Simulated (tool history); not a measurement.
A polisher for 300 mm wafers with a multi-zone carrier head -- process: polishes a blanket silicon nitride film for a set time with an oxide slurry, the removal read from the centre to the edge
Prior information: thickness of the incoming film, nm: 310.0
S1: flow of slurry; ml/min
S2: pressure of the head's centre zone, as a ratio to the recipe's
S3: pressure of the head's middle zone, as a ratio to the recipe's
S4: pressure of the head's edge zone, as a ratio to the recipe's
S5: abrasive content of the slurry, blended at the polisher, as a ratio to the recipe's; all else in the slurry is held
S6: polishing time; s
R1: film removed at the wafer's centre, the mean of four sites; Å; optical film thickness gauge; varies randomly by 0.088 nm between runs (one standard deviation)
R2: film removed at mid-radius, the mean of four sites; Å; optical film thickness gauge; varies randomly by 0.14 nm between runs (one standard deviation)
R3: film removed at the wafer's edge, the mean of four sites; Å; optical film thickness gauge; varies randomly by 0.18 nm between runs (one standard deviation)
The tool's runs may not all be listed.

run 1 hour=0 | S1=125 S2=1 S3=1 S4=1 S5=1 S6=35 | R1=188.37 R2=189.37 R3=202.13
run 2 hour=3.6 | S1=125 S2=0.94 S3=1 S4=1 S5=1 S6=35 | R1=181.34 R2=190.79 R3=195.54
run 3 hour=11.9 | S1=125 S2=0.94 S3=0.93 S4=1 S5=1 S6=35 | R1=179.81 R2=181.23 R3=199.34
run 4 hour=20.5 | S1=125 S2=0.98 S3=0.9 S4=0.94 S5=0.85 S6=33 | R1=157.39 R2=148.75 R3=160.85
run 5 hour=21.3 | S1=110 S2=1 S3=0.87 S4=0.91 S5=0.8 S6=33 | R1=143.7 R2=133.19 R3=150.45
run 6 hour=24.5 | S1=110 S2=0.92 S3=0.87 S4=0.91 S5=0.8 S6=33 | R1=136.69 R2=131.93 R3=148.21

Run 7, settings as shown, results not yet in. Your forecast:
run 7 hour=31.1 | S1=110 S2=0.96 S3=0.85 S4=0.88 S5=0.75 S6=33 | R1=? R2=? R3=?

R1: 132.03 Å
R2: 124.78 Å
R3: 137.2 Å
